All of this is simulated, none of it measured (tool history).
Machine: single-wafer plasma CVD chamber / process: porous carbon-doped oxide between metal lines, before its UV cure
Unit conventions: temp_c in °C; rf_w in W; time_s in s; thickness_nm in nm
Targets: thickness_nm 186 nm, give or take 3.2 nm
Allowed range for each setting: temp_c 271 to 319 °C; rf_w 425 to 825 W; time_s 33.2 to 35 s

run,hour,temp_c,rf_w,time_s,thickness_nm
1,0,295,625,35,219.2
2,8,295,665,35,234.53
3,10.1,302,640,34.9,214
4,14.9,307,630,34.9,205.37
5,22.6,310,620,34.9,200.24
6,31,316,620,34.9,194.9
7,39.2,317,610,34.9,190.94
8,42.6,318,605,34.9,189.93

Pick the move, out of 4, that brings all results within their allowed miss; only one does.
A,46,316,625,34.4,?
B,46,319,660,33.2,?
C,46,317,615,35,?
D,46,312,575,35,?

move,thickness_nm
A,194.89
B,195.58
C,194.21
D,185.89
A: further off than the last run
B: further off than the last run
C: further off than the last run
D: every result lands within tolerance
Move D is the one to make.
